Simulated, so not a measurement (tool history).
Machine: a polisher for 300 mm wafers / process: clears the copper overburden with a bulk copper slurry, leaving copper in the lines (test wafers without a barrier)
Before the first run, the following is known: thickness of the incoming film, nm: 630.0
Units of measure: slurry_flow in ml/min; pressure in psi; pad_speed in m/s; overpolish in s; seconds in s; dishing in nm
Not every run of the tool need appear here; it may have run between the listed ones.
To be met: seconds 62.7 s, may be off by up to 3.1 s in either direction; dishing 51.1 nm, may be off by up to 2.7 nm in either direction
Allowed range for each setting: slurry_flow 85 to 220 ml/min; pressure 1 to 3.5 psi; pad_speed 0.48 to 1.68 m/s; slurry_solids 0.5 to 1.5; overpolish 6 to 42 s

run  hour  slurry_flow  pressure  pad_speed  slurry_solids  overpolish  seconds  dishing
  1     0          140       2.2       1.08              1          21   66.324   89.514
  2   7.3          140       2.2       1.08           0.85          21   71.621   87.882
  3  12.2          140       2.7       1.08           0.85          21   56.828   100.73
  4  21.2          140       2.7       0.84           0.85          21   70.488   90.723
  5  23.4          140       2.7       1.02           0.85          21    59.64   101.09
  6  29.3          135       2.5       1.08           0.95          18   61.048   91.101
  7  36.4          150       2.2       1.16              1          16   64.354   79.293
  8  40.1          190       1.6       1.46           1.25           6   65.351   34.288
  9    43          185       1.7       1.44            1.2           7   61.408   41.529
     46.5  -- slurry nozzle cleaned
 10  46.5          185       1.7       1.44            1.2           7   61.855   43.743
 11  47.2          180       1.7       1.44           1.15           7    61.74   42.393
 12  49.6          175       1.7       1.44            1.1           7   62.294   42.003
 13  57.6          175       1.7       1.44            1.1           7   63.239   41.615
 14    66          175       1.7       1.42            1.1           8   63.517    45.32
 15  66.7          175       1.7       1.42            1.1           8   63.404   46.815
 16  71.5          170       1.7       1.42           1.05           8   64.288   45.338

Which of these 5 next moves meets every target?
  A  76.3          150       1.8        1.5           1.05           6        ?        ?
  B  76.3          155       1.6       1.58           1.05          11        ?        ?
  C  76.3          155       1.9       1.36           0.95           9        ?        ?
  D  76.3          120       1.6       1.68            0.9          11        ?        ?
  E  76.3          175       1.7        1.2            1.1          13        ?        ?

move  seconds  dishing
   A   59.623   40.087
   B   63.585   60.754
   C   62.682   53.767
   D   64.823   59.908
   E   73.647   62.111
A: lands further from the targets than the last run did
B: carries the result that was furthest off beyond its target, to the other side
C: in spec on every target
D: carries the result that was furthest off beyond its target, to the other side
E: carries the result that was furthest off beyond its target, to the other side
The right move is C.

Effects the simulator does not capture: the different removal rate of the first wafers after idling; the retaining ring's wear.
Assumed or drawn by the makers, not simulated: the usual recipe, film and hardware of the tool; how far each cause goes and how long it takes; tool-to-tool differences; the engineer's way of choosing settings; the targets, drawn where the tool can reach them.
